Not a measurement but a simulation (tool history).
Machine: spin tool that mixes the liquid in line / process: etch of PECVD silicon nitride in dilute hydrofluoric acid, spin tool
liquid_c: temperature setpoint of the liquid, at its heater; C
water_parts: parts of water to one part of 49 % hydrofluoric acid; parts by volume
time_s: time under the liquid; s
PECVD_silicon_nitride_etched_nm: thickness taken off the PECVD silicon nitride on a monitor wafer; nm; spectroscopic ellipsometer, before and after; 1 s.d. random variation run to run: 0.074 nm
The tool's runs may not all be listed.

run    day  liquid_c  water_parts  time_s  PECVD_silicon_nitride_etched_nm
  1  0.000      20.0           40      85                           5.7615
  2  0.071      22.0           40      85                           6.5678
  3  0.267      22.0           40      60                           4.6926
  4  0.642      19.0           40      60                           3.8120
  5  0.954      19.0           30      60                           4.9338
  6  1.038      21.0           30      60                           5.7863

For run 7, what comes out?
     1.300  -- hydrofluoric acid flow meter replaced
  7  1.300      22.5           30      60                                ?

PECVD_silicon_nitride_etched_nm: 5.8668 nm
